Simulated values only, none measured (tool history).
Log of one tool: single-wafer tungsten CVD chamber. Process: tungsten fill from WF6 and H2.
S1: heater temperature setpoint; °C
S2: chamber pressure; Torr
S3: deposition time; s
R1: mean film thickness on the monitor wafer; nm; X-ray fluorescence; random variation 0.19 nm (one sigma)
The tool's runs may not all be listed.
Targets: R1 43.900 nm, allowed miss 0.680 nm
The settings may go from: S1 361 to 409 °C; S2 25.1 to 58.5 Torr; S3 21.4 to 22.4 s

| run | hour | S1 | S2 | S3 | R1 |
|---|---|---|---|---|---|
| 1 | 0.0 | 385 | 41.8 | 22.4 | 59.525 |
| 2 | 7.5 | 385 | 45.0 | 22.4 | 61.274 |
| 3 | 14.4 | 382 | 44.9 | 22.4 | 58.949 |
| 4 | 17.5 | 382 | 44.9 | 22.4 | 58.768 |
| 5 | 19.5 | 379 | 44.8 | 22.4 | 55.271 |
| 6 | 27.7 | 377 | 44.7 | 22.4 | 53.769 |
| 7 | 32.5 | 375 | 44.6 | 22.4 | 51.708 |
| 8 | 40.6 | 373 | 44.6 | 22.4 | 50.100 |
| 9 | 49.2 | 371 | 44.6 | 22.4 | 47.804 |
| 10 | 53.6 | 370 | 44.6 | 22.4 | 47.051 |
| 11 | 60.8 | 369 | 44.6 | 22.4 | 46.241 |
| 12 | 68.7 | 368 | 44.6 | 22.4 | 45.228 |

Which of these 4 next moves meets every target?
| A | 76.6 | 369 | 42.3 | 22.0 | ? |
| B | 76.6 | 364 | 47.8 | 21.6 | ? |
| C | 76.6 | 369 | 43.7 | 22.4 | ? |
| D | 76.6 | 373 | 37.7 | 22.4 | ? |

| move | R1 |
|---|---|
| A | 44.355 |
| B | 42.245 |
| C | 45.947 |
| D | 45.688 |
A: meets every target
B: takes the result that was furthest off past its target
C: further off than the last run
D: further off than the last run
Answer: A
